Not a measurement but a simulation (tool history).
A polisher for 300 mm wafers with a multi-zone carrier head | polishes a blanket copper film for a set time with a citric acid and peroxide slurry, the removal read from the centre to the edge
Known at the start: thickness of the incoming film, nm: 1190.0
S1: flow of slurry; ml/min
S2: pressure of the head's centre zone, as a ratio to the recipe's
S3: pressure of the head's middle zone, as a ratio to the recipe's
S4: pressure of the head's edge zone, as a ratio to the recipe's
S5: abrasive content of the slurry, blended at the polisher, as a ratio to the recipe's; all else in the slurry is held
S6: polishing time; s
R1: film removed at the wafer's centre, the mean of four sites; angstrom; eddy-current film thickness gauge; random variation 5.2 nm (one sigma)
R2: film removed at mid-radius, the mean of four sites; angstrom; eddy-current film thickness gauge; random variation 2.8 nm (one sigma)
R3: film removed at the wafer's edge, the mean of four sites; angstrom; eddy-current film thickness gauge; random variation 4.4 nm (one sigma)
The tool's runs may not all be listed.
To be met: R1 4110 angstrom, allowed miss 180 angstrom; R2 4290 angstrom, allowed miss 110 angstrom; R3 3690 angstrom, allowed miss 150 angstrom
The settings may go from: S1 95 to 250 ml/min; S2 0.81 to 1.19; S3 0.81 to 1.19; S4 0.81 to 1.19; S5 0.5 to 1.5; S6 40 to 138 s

{"run": 1, "hour": 0.0, "S1": 160, "S2": 1, "S3": 1, "S4": 1, "S5": 1, "S6": 88, "R1": 2779.7, "R2": 2854.9, "R3": 2831.5}
{"run": 2, "hour": 3.8, "S1": 180, "S2": 1.04, "S3": 1.05, "S4": 1.02, "S5": 1.15, "S6": 90, "R1": 3203, "R2": 3216.2, "R3": 3069.4}
{"run": 3, "hour": 6.0, "S1": 180, "S2": 1.04, "S3": 1.02, "S4": 1.02, "S5": 1.15, "S6": 90, "R1": 3153.6, "R2": 3117, "R3": 2996}
{"run": 4, "hour": 12.5, "S1": 180, "S2": 1.04, "S3": 1.02, "S4": 1.02, "S5": 1.35, "S6": 90, "R1": 3425, "R2": 3246.9, "R3": 3183.1}
{"run": 5, "hour": 13.5, "S1": 190, "S2": 1.05, "S3": 1.07, "S4": 1.03, "S5": 1.4, "S6": 91, "R1": 3402.8, "R2": 3484.9, "R3": 3294.8}
{"run": 6, "hour": 19.9, "S1": 190, "S2": 1.05, "S3": 1.07, "S4": 1.03, "S5": 1.2, "S6": 91, "R1": 3287.6, "R2": 3317.9, "R3": 3084.3}
{"run": 7, "hour": 28.8, "S1": 195, "S2": 1.06, "S3": 1.1, "S4": 1.03, "S5": 1.3, "S6": 94, "R1": 3568.9, "R2": 3597.6, "R3": 3328}
{"run": 8, "hour": 32.7, "S1": 205, "S2": 1.07, "S3": 1.13, "S4": 1.02, "S5": 1.35, "S6": 95, "R1": 3733.2, "R2": 3797.5, "R3": 3354.7}
{"run": 9, "hour": 33.9, "S1": 205, "S2": 1.07, "S3": 1.13, "S4": 1.02, "S5": 1.35, "S6": 95, "R1": 3673.5, "R2": 3763.3, "R3": 3409}
{"run": 10, "hour": 35.1, "S1": 210, "S2": 1.07, "S3": 1.15, "S4": 1.01, "S5": 1.4, "S6": 96, "R1": 3780.9, "R2": 3922.3, "R3": 3418.6}
{"run": 11, "hour": 40.6, "S1": 215, "S2": 1.08, "S3": 1.16, "S4": 1.02, "S5": 1.45, "S6": 97, "R1": 3830.2, "R2": 4023.7, "R3": 3542.2}
{"run": 12, "hour": 44.7, "S1": 220, "S2": 1.09, "S3": 1.17, "S4": 1.02, "S5": 1.45, "S6": 98, "R1": 3935.6, "R2": 4166.6, "R3": 3636.3}

Which of these 4 next moves meets every target?
{"run": "A", "hour": 48.8, "S1": 225, "S2": 1.1, "S3": 1.12, "S4": 1.03, "S5": 1.5, "S6": 93, "R1": "?", "R2": "?", "R3": "?"}
{"run": "B", "hour": 48.8, "S1": 250, "S2": 1.09, "S3": 1.16, "S4": 0.99, "S5": 1.5, "S6": 99, "R1": "?", "R2": "?", "R3": "?"}
{"run": "C", "hour": 48.8, "S1": 240, "S2": 1.05, "S3": 1.06, "S4": 0.98, "S5": 1.45, "S6": 102, "R1": "?", "R2": "?", "R3": "?"}
{"run": "D", "hour": 48.8, "S1": 225, "S2": 1.05, "S3": 1.08, "S4": 1.09, "S5": 1.5, "S6": 97, "R1": "?", "R2": "?", "R3": "?"}

move=A R1=3931.9 R2=3819.7 R3=3481
move=B R1=4218.9 R2=4245 R3=3676.8
move=C R1=4159.8 R2=4001.8 R3=3731.1
move=D R1=3952.4 R2=3864.7 R3=3726.7
A: further off than the last run
B: meets every target
C: further off than the last run
D: further off than the last run
The right move is B.
